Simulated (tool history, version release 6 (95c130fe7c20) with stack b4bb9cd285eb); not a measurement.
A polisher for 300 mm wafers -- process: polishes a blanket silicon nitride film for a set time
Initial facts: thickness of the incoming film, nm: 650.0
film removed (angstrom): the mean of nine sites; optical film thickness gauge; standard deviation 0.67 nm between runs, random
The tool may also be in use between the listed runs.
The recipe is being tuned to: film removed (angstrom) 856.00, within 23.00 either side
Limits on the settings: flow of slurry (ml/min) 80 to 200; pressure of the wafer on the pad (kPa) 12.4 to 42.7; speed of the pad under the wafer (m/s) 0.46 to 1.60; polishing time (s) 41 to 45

run,hour,flow of slurry (ml/min),pressure of the wafer on the pad (kPa),speed of the pad under the wafer (m/s),polishing time (s),film removed (angstrom)
1,0.0,130,27.6,1.02,45,717.35
2,2.2,130,20.7,1.02,45,591.82
3,11.1,135,22.1,1.02,45,622.48
4,19.9,135,26.9,1.02,45,695.10
5,22.0,135,21.4,1.02,45,620.61
6,31.0,140,22.8,1.02,45,636.93
7,38.1,145,24.1,1.02,45,669.52
8,40.1,150,24.8,1.02,45,678.50
9,43.9,150,26.2,1.02,45,705.81
10,48.3,155,26.9,1.02,45,720.61
# hour 56.0: worn pad replaced by a new one
11,56.0,155,27.6,1.02,45,766.68
12,58.0,160,27.6,1.02,45,781.57
13,62.1,160,27.6,1.02,45,785.69
14,69.2,165,27.6,1.02,45,776.70
15,71.2,170,27.6,1.02,45,784.98
16,74.3,175,27.6,1.02,45,785.99
17,82.2,185,29.0,1.02,45,810.46

Next run, 4 choices. One meets every target within its allowed miss, the rest don't. Which?
A,90.1,190,29.0,1.14,41,?
B,90.1,180,26.9,1.08,43,?
C,90.1,185,35.2,0.86,42,?
D,90.1,170,29.0,1.10,45,?

move,film removed (angstrom)
A,803.58
B,772.22
C,800.19
D,853.09
A: misses by more than the last run did
B: misses by more than the last run did
C: misses by more than the last run did
D: all results in spec
Go with D: it meets all targets.
